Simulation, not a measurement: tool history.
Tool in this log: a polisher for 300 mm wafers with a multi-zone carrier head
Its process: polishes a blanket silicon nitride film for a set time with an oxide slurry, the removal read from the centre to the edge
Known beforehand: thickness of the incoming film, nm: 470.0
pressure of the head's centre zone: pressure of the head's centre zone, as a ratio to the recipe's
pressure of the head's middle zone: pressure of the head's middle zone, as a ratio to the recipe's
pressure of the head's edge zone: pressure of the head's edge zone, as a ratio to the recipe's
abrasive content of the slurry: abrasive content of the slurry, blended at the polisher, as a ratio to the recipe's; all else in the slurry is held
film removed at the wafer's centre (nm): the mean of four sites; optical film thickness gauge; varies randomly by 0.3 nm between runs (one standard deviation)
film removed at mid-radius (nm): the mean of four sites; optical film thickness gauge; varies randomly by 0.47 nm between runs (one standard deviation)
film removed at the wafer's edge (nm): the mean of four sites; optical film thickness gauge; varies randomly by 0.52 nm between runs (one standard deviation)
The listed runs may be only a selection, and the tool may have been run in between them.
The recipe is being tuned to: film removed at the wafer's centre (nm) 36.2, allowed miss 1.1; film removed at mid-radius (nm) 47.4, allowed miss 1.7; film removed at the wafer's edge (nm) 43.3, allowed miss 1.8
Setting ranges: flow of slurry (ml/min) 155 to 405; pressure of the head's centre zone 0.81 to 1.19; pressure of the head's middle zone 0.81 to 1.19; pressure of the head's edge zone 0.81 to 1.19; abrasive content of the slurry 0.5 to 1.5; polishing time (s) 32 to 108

run    day  flow of slurry (ml/min)  pressure of the head's centre zone  pressure of the head's middle zone  pressure of the head's edge zone  abrasive content of the slurry  polishing time (s)  film removed at the wafer's centre (nm)  film removed at mid-radius (nm)  film removed at the wafer's edge (nm)
  1      0                      260                                   1                                   1                                 1                               1                  70                                   62.601                           64.257                                 66.208
  2  0.125                      255                                0.98                                1.01                              0.99                            0.95                  69                                   58.689                           63.795                                 61.663
  3  0.371                      250                                0.96                                   1                              0.99                             0.9                  69                                   56.573                           60.361                                 60.878
  4  0.692                      250                                0.96                                   1                              0.99                             0.9                  80                                   64.822                           70.766                                 69.238
  5  0.754                      245                                0.94                                   1                              0.99                            0.85                  78                                   59.496                           66.902                                 65.989
  6  0.812                      275                                0.94                                   1                              0.99                            0.85                  78                                   61.557                            67.18                                  65.64
  7  0.954                      265                                0.93                                   1                              0.98                             0.8                  77                                   56.043                           64.017                                 63.806
  8  1.108                      265                                0.93                                1.01                              0.97                            0.75                  75                                   52.635                            60.16                                 58.439
  9  1.233                      265                                0.92                                1.01                              0.96                             0.7                  75                                   49.764                           57.372                                 56.267
 10  1.567                      265                                0.91                                1.01                              0.95                             0.7                  75                                   49.228                           56.477                                 55.173
 11  1.875                      260                                 0.9                                1.02                              0.94                             0.7                  75                                   48.685                           57.741                                  54.94
 12  2.221                      255                                0.89                                1.02                              0.93                             0.7                  75                                   47.466                           58.334                                 55.359
 13  2.508                      260                                0.89                                1.02                              0.92                             0.7                  74                                   47.649                            57.03                                 53.501
 14  2.829                      255                                0.88                                1.02                              0.91                             0.7                  74                                   47.622                           56.935                                 53.914
 15  2.879                      250                                0.81                                1.06                              0.88                             0.5                  64                                   28.564                           39.204                                 35.471
 16  3.221                      255                                0.82                                1.07                              0.89                             0.5                  64                                    29.05                             39.6                                 34.555
 17  3.558                      230                                0.83                                1.03                              0.89                            0.75                  66                                   41.026                           53.741                                 48.173
     3.592  -- centre zone pressure recalibrated
 18  3.592                      230                                0.84                                1.04                              0.91                            0.75                  66                                   43.779                           53.755                                 49.887
 19  3.629                      240                                0.84                                1.04                              0.91                            0.75                  66                                   44.114                            54.29                                 48.861
 20  3.812                      235                                0.84                                1.04                              0.91                            0.75                  66                                   44.411                           53.426                                 49.871
 21  4.054                      235                                0.84                                1.04                               0.9                            0.75                  66                                    43.55                           53.926                                 50.356

Exactly one of the 4 candidate moves below puts every result within its allowed miss. Which one?
  A  4.296                      165                                0.86                                0.91                               0.9                             0.9                  76                                        ?                                ?                                      ?
  B  4.296                      265                                0.99                                0.94                              0.91                            1.05                  51                                        ?                                ?                                      ?
  C  4.296                      160                                0.81                                1.09                              0.95                             0.7                  61                                        ?                                ?                                      ?
  D  4.296                      195                                0.83                                0.99                              0.91                             0.6                  71                                        ?                                ?                                      ?

move  film removed at the wafer's centre (nm)  film removed at mid-radius (nm)  film removed at the wafer's edge (nm)
   A                                    56.05                           60.152                                 62.357
   B                                   48.944                           46.594                                 46.864
   C                                   36.125                           47.921                                 43.657
   D                                   39.103                           46.587                                 45.037
A: its largest miss is bigger than the last run's
B: its largest miss is bigger than the last run's
C: every result lands within tolerance
D: closes in on the targets versus the last run, not all within tolerance yet
So the answer is move C, the one that meets all the targets.

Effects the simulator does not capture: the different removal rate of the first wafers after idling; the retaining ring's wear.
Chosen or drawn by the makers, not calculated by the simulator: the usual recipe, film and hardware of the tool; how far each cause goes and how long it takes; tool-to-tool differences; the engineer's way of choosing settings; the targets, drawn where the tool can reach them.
